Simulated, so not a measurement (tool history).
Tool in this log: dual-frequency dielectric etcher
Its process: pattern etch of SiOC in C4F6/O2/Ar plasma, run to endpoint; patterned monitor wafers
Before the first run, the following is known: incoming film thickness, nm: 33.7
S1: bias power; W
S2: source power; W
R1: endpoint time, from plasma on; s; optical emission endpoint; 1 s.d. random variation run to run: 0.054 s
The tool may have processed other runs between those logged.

| run | day | S1 | S2 | R1 |
|---|---|---|---|---|
| 1 | 0 | 564 | 250 | 14.819 |
| 2 | 0.204 | 467 | 250 | 16.196 |
| 3 | 0.229 | 550 | 250 | 15.025 |
| 4 | 0.512 | 550 | 210 | 16.324 |
| 5 | 0.858 | 550 | 230 | 15.629 |
| 6 | 0.962 | 585 | 230 | 15.038 |
| 7 | 1.083 | 610 | 230 | 14.905 |

For run 8, what comes out?
| 8 | 1.417 | 723 | 280 | ? |

R1: 12.55 s

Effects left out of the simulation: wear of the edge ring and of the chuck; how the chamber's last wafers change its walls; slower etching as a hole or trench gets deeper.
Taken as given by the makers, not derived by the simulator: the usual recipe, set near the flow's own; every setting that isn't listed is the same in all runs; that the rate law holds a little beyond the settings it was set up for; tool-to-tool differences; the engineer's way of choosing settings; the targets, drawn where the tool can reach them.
